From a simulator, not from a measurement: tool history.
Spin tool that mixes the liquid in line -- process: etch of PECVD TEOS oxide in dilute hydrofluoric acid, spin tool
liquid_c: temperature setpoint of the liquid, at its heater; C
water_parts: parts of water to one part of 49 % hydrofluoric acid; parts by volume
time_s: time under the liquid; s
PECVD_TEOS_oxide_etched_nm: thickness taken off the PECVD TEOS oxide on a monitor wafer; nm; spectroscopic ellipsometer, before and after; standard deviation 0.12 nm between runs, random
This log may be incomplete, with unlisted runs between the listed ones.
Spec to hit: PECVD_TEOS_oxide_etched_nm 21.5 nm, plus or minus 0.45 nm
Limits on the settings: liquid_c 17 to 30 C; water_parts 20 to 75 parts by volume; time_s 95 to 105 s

Run 1, hour 0: liquid_c 22 C, water_parts 45 parts by volume, time_s 95 s. Result: PECVD_TEOS_oxide_etched_nm 35.676 nm.
Run 2, hour 1.3: liquid_c 24.5 C, water_parts 45 parts by volume, time_s 95 s. Result: PECVD_TEOS_oxide_etched_nm 39.531 nm.
Run 3, hour 10.3: liquid_c 27 C, water_parts 45 parts by volume, time_s 95 s. Result: PECVD_TEOS_oxide_etched_nm 43.907 nm.
Run 4, hour 14.3: liquid_c 27 C, water_parts 40 parts by volume, time_s 95 s. Result: PECVD_TEOS_oxide_etched_nm 49.627 nm.
Run 5, hour 19.4: liquid_c 25 C, water_parts 45 parts by volume, time_s 95 s. Result: PECVD_TEOS_oxide_etched_nm 40.318 nm.
Run 6, hour 25.1: liquid_c 23.5 C, water_parts 45 parts by volume, time_s 95 s. Result: PECVD_TEOS_oxide_etched_nm 38.117 nm.
Run 7, hour 27.1: liquid_c 22.5 C, water_parts 45 parts by volume, time_s 95 s. Result: PECVD_TEOS_oxide_etched_nm 36.683 nm.
Run 8, hour 28.4: liquid_c 22.5 C, water_parts 45 parts by volume, time_s 95 s. Result: PECVD_TEOS_oxide_etched_nm 36.174 nm.
Run 9, hour 30.5: liquid_c 21.5 C, water_parts 45 parts by volume, time_s 95 s. Result: PECVD_TEOS_oxide_etched_nm 35.209 nm.
Run 10, hour 37.3: liquid_c 20.5 C, water_parts 50 parts by volume, time_s 95 s. Result: PECVD_TEOS_oxide_etched_nm 30.233 nm.
At hour 42.7: thermometer replaced.
Run 11, hour 42.7: liquid_c 20 C, water_parts 50 parts by volume, time_s 95 s. Result: PECVD_TEOS_oxide_etched_nm 27.063 nm.
Run 12, hour 43.4: liquid_c 19.5 C, water_parts 50 parts by volume, time_s 95 s. Result: PECVD_TEOS_oxide_etched_nm 26.61 nm.
Run 13, hour 47.6: liquid_c 19 C, water_parts 50 parts by volume, time_s 95 s. Result: PECVD_TEOS_oxide_etched_nm 26.284 nm.
Run 14, hour 56.6: liquid_c 18.5 C, water_parts 50 parts by volume, time_s 95 s. Result: PECVD_TEOS_oxide_etched_nm 25.623 nm.
Run 15, hour 65.6: liquid_c 18 C, water_parts 50 parts by volume, time_s 95 s. Result: PECVD_TEOS_oxide_etched_nm 24.994 nm.

5 candidate next runs follow, results not yet known. Just one meets every target within its allowed miss. Identify it.
Run A, hour 74.6: liquid_c 17 C, water_parts 45 parts by volume, time_s 95 s. Result: PECVD_TEOS_oxide_etched_nm ?.
Run B, hour 74.6: liquid_c 17 C, water_parts 55 parts by volume, time_s 95 s. Result: PECVD_TEOS_oxide_etched_nm ?.
Run C, hour 74.6: liquid_c 18 C, water_parts 45 parts by volume, time_s 105 s. Result: PECVD_TEOS_oxide_etched_nm ?.
Run D, hour 74.6: liquid_c 18.5 C, water_parts 45 parts by volume, time_s 105 s. Result: PECVD_TEOS_oxide_etched_nm ?.
Run E, hour 74.6: liquid_c 18.5 C, water_parts 50 parts by volume, time_s 100 s. Result: PECVD_TEOS_oxide_etched_nm ?.

move  PECVD_TEOS_oxide_etched_nm
   A                      26.865
   B                      21.737
   C                      31.012
   D                      31.689
   E                      27.005
A: its largest miss is bigger than the last run's
B: all results land within tolerance of their targets
C: its largest miss is bigger than the last run's
D: its largest miss is bigger than the last run's
E: its largest miss is bigger than the last run's
B meets every target.
